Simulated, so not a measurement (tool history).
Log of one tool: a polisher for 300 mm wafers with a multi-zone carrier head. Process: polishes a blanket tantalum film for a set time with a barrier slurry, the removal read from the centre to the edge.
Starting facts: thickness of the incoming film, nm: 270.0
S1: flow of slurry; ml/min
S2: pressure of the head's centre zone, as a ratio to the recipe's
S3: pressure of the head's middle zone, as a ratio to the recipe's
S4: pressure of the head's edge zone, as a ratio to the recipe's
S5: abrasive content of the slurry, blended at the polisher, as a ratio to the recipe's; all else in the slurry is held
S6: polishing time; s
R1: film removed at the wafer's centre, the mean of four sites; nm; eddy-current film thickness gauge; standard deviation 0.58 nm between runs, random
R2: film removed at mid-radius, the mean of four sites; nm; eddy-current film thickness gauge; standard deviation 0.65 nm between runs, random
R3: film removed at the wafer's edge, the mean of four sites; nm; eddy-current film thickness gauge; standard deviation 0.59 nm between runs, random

run	hour	S1	S2	S3	S4	S5	S6	R1	R2	R3
1	0	160	1	1	1	1	58	101.76	104.02	104.23
2	7.2	160	1	1	1.06	1	58	101.14	102.8	107.21
3	11.6	160	0.96	1	1.06	1	58	99.798	102.09	108.78
4	12.6	135	0.96	1	1.06	1	58	93.701	99.476	104.71
5	19.7	135	0.96	1	1.06	1	64	105.02	109.48	115.74
6	26.5	135	0.96	0.92	1.06	1	64	102.59	100.26	116.4

Run 7 is up next; what results do you expect?
7	34	130	0.99	0.88	1.04	0.85	59	?	?	?

R1: 95.182 nm
R2: 88.093 nm
R3: 102.48 nm

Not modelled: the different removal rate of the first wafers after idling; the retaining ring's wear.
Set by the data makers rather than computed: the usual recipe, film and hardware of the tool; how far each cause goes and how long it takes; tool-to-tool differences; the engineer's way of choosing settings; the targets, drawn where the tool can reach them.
